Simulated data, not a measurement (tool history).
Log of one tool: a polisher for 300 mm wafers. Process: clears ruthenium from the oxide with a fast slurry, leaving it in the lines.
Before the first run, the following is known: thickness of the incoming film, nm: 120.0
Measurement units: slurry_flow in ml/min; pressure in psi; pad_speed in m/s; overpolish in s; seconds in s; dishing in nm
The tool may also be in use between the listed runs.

run,hour,slurry_flow,pressure,pad_speed,slurry_solids,overpolish,seconds,dishing
1,0,255,1.6,0.88,1,24,49.472,43.393
2,8,290,1.6,0.88,1,24,48.986,43.669
3,11.3,290,1.6,0.88,1,15,48.722,28.241
4,19.7,290,1.6,0.88,1,7,49.544,13.699
5,24.6,285,1.5,0.86,1,10,52.873,18.253
6,27.3,285,1.5,0.86,0.85,10,55.063,17.144
7,35.9,285,1.5,0.86,0.85,10,56.034,17.134
8,42.8,285,1.4,0.86,0.85,12,58.023,18.22
9,49.7,285,1.3,0.84,0.85,14,63.447,20.33
10,56.9,285,1.2,0.82,0.85,15,69.734,19.883
11,62.3,285,1.1,0.82,0.85,16,76.489,19.174
12,65,285,1.1,0.82,0.85,17,76.132,20.507

What does the tool deliver on the next run?
13,66.3,275,0.7,0.82,0.85,28,?,?

seconds: 109.88 s
dishing: 23.558 nm
